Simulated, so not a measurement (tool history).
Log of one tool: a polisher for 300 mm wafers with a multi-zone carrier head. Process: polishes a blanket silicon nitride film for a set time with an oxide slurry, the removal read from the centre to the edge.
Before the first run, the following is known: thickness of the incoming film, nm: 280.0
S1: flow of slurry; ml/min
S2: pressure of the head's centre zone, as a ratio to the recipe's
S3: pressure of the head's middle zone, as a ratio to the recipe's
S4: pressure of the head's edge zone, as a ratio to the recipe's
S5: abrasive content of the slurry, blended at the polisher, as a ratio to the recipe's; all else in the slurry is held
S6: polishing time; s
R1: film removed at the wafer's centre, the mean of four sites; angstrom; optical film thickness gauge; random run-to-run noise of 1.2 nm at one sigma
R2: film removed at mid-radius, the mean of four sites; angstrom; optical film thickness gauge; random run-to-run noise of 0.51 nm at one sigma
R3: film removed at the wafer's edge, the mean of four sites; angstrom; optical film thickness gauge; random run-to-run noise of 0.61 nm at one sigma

| run | hour | S1 | S2 | S3 | S4 | S5 | S6 | R1 | R2 | R3 |
|---|---|---|---|---|---|---|---|---|---|---|
| 1 | 0.0 | 125 | 1.00 | 1.00 | 1.00 | 1.0 | 75 | 773.08 | 767.47 | 777.16 |
| 2 | 5.7 | 155 | 1.00 | 1.00 | 1.00 | 1.0 | 75 | 806.18 | 790.84 | 798.44 |
| 3 | 8.1 | 160 | 1.01 | 1.00 | 1.01 | 1.0 | 75 | 796.97 | 793.96 | 807.06 |
| 4 | 11.3 | 130 | 1.01 | 1.00 | 1.01 | 1.0 | 75 | 785.22 | 780.13 | 789.25 |
| 5 | 15.3 | 135 | 1.03 | 1.00 | 1.02 | 1.0 | 75 | 803.04 | 775.22 | 794.90 |
| 6 | 17.4 | 135 | 0.95 | 1.00 | 1.02 | 1.0 | 75 | 752.25 | 779.43 | 788.50 |
| 7 | 22.5 | 140 | 0.97 | 1.00 | 1.02 | 1.0 | 75 | 766.11 | 781.57 | 796.05 |
| 8 | 28.2 | 145 | 0.99 | 1.00 | 1.02 | 1.0 | 75 | 774.08 | 794.29 | 793.01 |
| 9 | 30.7 | 145 | 1.01 | 1.00 | 1.02 | 1.0 | 75 | 803.11 | 783.12 | 805.17 |

Run 10 comes next. What will it give?
| 10 | 33.8 | 180 | 1.11 | 1.02 | 1.02 | 1.0 | 75 | ? | ? | ? |

Run 10 came out at R1 924.72 angstrom, R2 818.54 angstrom, R3 815.39 angstrom.
